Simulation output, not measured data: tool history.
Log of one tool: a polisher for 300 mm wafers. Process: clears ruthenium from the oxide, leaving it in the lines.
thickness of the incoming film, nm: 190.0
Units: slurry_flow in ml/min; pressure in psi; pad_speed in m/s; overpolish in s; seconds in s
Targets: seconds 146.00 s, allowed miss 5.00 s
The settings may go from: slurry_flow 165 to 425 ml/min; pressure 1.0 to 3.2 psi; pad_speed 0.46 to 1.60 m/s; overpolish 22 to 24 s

run 1 hour=0.0 | slurry_flow=275 pressure=2.1 pad_speed=1.02 overpolish=22 | seconds=183.91
run 2 hour=1.3 | slurry_flow=275 pressure=2.1 pad_speed=0.88 overpolish=22 | seconds=204.32
run 3 hour=10.1 | slurry_flow=275 pressure=2.3 pad_speed=0.88 overpolish=22 | seconds=197.38
run 4 hour=16.9 | slurry_flow=240 pressure=2.3 pad_speed=0.88 overpolish=22 | seconds=193.09
run 5 hour=17.8 | slurry_flow=240 pressure=2.3 pad_speed=0.88 overpolish=24 | seconds=195.95
run 6 hour=20.6 | slurry_flow=290 pressure=2.3 pad_speed=0.88 overpolish=24 | seconds=195.43
run 7 hour=29.4 | slurry_flow=290 pressure=2.5 pad_speed=0.88 overpolish=24 | seconds=176.67
run 8 hour=32.5 | slurry_flow=290 pressure=2.5 pad_speed=0.88 overpolish=24 | seconds=179.18

Which of these 5 next moves meets every target?
run A hour=35.6 | slurry_flow=270 pressure=2.3 pad_speed=0.62 overpolish=24 | seconds=?
run B hour=35.6 | slurry_flow=320 pressure=2.6 pad_speed=1.10 overpolish=24 | seconds=?
run C hour=35.6 | slurry_flow=365 pressure=2.4 pad_speed=1.00 overpolish=22 | seconds=?
run D hour=35.6 | slurry_flow=275 pressure=2.2 pad_speed=0.82 overpolish=24 | seconds=?
run E hour=35.6 | slurry_flow=260 pressure=2.8 pad_speed=0.70 overpolish=24 | seconds=?

move=A seconds=243.46
move=B seconds=147.86
move=C seconds=167.55
move=D seconds=210.73
move=E seconds=192.68
A: further off than the last run
B: meets every target
C: nearer than the last run, and not there yet
D: further off than the last run
E: further off than the last run
Answer: B
